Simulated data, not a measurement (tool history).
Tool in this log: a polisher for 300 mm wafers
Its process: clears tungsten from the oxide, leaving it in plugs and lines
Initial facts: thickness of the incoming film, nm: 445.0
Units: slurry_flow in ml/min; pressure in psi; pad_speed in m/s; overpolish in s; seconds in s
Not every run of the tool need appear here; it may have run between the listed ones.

Run 1, hour 0.0: slurry_flow 220 ml/min, pressure 3.4 psi, pad_speed 0.90 m/s, slurry_solids 1.0, overpolish 11 s. Result: seconds 116.640 s.
Run 2, hour 6.8: slurry_flow 220 ml/min, pressure 3.4 psi, pad_speed 1.12 m/s, slurry_solids 1.0, overpolish 11 s. Result: seconds 96.985 s.
Run 3, hour 13.1: slurry_flow 220 ml/min, pressure 3.1 psi, pad_speed 1.12 m/s, slurry_solids 1.0, overpolish 11 s. Result: seconds 101.770 s.
Run 4, hour 17.8: slurry_flow 220 ml/min, pressure 2.6 psi, pad_speed 1.12 m/s, slurry_solids 1.0, overpolish 11 s. Result: seconds 122.900 s.
Run 5, hour 24.4: slurry_flow 175 ml/min, pressure 2.6 psi, pad_speed 1.12 m/s, slurry_solids 1.0, overpolish 11 s. Result: seconds 121.430 s.
Run 6, hour 31.5: slurry_flow 175 ml/min, pressure 2.8 psi, pad_speed 1.12 m/s, slurry_solids 1.0, overpolish 11 s. Result: seconds 113.060 s.
Run 7, hour 39.8: slurry_flow 175 ml/min, pressure 3.0 psi, pad_speed 1.12 m/s, slurry_solids 1.0, overpolish 11 s. Result: seconds 103.890 s.
Run 8, hour 42.5: slurry_flow 175 ml/min, pressure 3.1 psi, pad_speed 1.12 m/s, slurry_solids 1.0, overpolish 11 s. Result: seconds 101.870 s.
Run 9, hour 44.1: slurry_flow 175 ml/min, pressure 3.2 psi, pad_speed 1.12 m/s, slurry_solids 1.0, overpolish 11 s. Result: seconds 103.000 s.

Run 10, settings as shown, results not yet in. Your forecast:
Run 10, hour 46.1: slurry_flow 175 ml/min, pressure 4.2 psi, pad_speed 1.16 m/s, slurry_solids 1.0, overpolish 11 s. Result: seconds ?.

seconds: 75.634 s
